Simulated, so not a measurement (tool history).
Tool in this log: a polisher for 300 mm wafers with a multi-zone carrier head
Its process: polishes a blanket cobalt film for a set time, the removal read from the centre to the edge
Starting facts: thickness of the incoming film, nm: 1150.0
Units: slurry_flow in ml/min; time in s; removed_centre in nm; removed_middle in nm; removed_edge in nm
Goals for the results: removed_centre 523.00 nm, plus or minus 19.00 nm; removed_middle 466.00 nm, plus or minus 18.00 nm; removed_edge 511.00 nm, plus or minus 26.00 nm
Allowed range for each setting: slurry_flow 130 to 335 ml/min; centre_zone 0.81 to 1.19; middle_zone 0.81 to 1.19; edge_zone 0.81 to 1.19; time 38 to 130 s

| run | hour | slurry_flow | centre_zone | middle_zone | edge_zone | time | removed_centre | removed_middle | removed_edge |
|---|---|---|---|---|---|---|---|---|---|
| 1 | 0.0 | 215 | 1.00 | 1.00 | 1.00 | 84 | 387.85 | 379.04 | 383.34 |
| 2 | 4.6 | 215 | 1.01 | 1.00 | 1.01 | 86 | 395.14 | 386.41 | 395.70 |
| 3 | 8.9 | 220 | 1.02 | 1.00 | 1.02 | 87 | 407.90 | 394.15 | 405.50 |
| 4 | 13.2 | 225 | 1.03 | 1.00 | 1.03 | 88 | 416.86 | 391.23 | 388.43 |
| 5 | 14.9 | 220 | 1.03 | 0.99 | 1.03 | 90 | 425.12 | 407.70 | 401.88 |
| 6 | 18.6 | 225 | 1.02 | 0.97 | 1.01 | 92 | 432.41 | 406.25 | 422.28 |
| 7 | 21.8 | 225 | 1.02 | 0.96 | 1.01 | 94 | 450.59 | 414.18 | 419.81 |
| 8 | 26.5 | 220 | 1.01 | 0.95 | 1.01 | 96 | 443.82 | 421.99 | 436.99 |
| 9 | 33.4 | 220 | 1.01 | 0.94 | 1.01 | 97 | 447.02 | 417.10 | 427.40 |
| 10 | 37.3 | 225 | 1.00 | 0.93 | 1.01 | 99 | 449.36 | 433.72 | 444.35 |
| 11 | 40.4 | 215 | 1.00 | 0.92 | 1.01 | 101 | 459.99 | 431.59 | 465.22 |
| 12 | 47.7 | 210 | 1.00 | 0.92 | 1.01 | 102 | 456.78 | 431.31 | 463.50 |

Next run, 5 choices. One meets every target within its allowed miss, the rest don't. Which?
| A | 55.0 | 175 | 0.84 | 1.02 | 1.18 | 102 | ? | ? | ? |
| B | 55.0 | 220 | 1.03 | 0.90 | 1.04 | 111 | ? | ? | ? |
| C | 55.0 | 335 | 1.01 | 1.11 | 0.96 | 99 | ? | ? | ? |
| D | 55.0 | 200 | 0.98 | 0.94 | 0.99 | 108 | ? | ? | ? |
| E | 55.0 | 235 | 1.11 | 0.82 | 0.99 | 113 | ? | ? | ? |

| move | removed_centre | removed_middle | removed_edge |
|---|---|---|---|
| A | 380.08 | 453.44 | 489.17 |
| B | 522.86 | 471.90 | 509.58 |
| C | 478.18 | 493.48 | 449.60 |
| D | 478.29 | 465.50 | 480.14 |
| E | 578.17 | 460.18 | 509.47 |
A: misses by more than the last run did
B: every result within its allowed miss
C: nearer the targets than the last run, but a result is still out of spec
D: nearer the targets than the last run, but a result is still out of spec
E: carries the result that was furthest off beyond its target, to the other side
The move that meets every target is B.
